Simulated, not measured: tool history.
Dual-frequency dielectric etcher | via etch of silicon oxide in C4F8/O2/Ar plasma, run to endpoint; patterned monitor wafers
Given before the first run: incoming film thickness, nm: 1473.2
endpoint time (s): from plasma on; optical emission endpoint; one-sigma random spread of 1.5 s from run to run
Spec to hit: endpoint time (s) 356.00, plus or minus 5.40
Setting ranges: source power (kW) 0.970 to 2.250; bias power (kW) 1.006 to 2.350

run	hour	source power (kW)	bias power (kW)	endpoint time (s)
1	0.0	1.610	1.678	327.52
2	6.7	1.540	1.668	333.56
3	11.8	1.540	1.475	347.68
4	19.3	1.770	1.475	325.95
5	25.2	1.540	1.475	345.55
6	33.0	1.340	1.475	369.61
7	39.4	1.370	1.478	366.29
8	45.3	1.370	1.478	362.08
9	53.2	1.380	1.480	364.63
10	59.9	1.380	1.480	363.31
11	64.1	1.390	1.482	363.25

4 next moves are on the table. One of them brings every result within its allowed miss. Which?
A	68.3	1.460	1.475	?
B	68.3	1.440	1.669	?
C	68.3	1.480	1.575	?
D	68.3	1.610	1.389	?

move	endpoint time (s)
A	353.70
B	343.15
C	344.69
D	343.76
A: meets every target
B: takes the result that was furthest off past its target
C: takes the result that was furthest off past its target
D: takes the result that was furthest off past its target
So the answer is move A, the one that meets all the targets.
